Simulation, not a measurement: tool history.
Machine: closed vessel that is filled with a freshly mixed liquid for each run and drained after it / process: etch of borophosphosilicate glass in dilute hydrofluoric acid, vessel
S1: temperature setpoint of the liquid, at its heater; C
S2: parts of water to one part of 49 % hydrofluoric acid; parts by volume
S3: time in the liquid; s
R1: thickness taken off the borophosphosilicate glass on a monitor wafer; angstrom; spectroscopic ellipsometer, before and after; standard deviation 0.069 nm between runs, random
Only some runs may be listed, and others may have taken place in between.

{"run": 1, "day": 0.0, "S1": 21, "S2": 120, "S3": 105, "R1": 222.51}
{"run": 2, "day": 0.35, "S1": 20.5, "S2": 130, "S3": 105, "R1": 199.3}
{"run": 3, "day": 0.446, "S1": 20, "S2": 135, "S3": 105, "R1": 188.64}
{"run": 4, "day": 0.671, "S1": 18, "S2": 135, "S3": 105, "R1": 173.29}
{"run": 5, "day": 0.975, "S1": 20.5, "S2": 135, "S3": 105, "R1": 192.54}
{"run": 6, "day": 1.279, "S1": 23, "S2": 135, "S3": 105, "R1": 211.17}
{"run": 7, "day": 1.325, "S1": 22, "S2": 140, "S3": 105, "R1": 193.38}
{"run": 8, "day": 1.671, "S1": 22, "S2": 140, "S3": 105, "R1": 196.69}
{"run": 9, "day": 1.892, "S1": 21.5, "S2": 145, "S3": 105, "R1": 185.08}
{"run": 10, "day": 2.188, "S1": 21, "S2": 150, "S3": 105, "R1": 173.15}

The next listed run, before its measurement:
{"run": 11, "day": 2.462, "S1": 20.5, "S2": 155, "S3": 105, "R1": "?"}

{"run 11": {"R1": 163.3}}
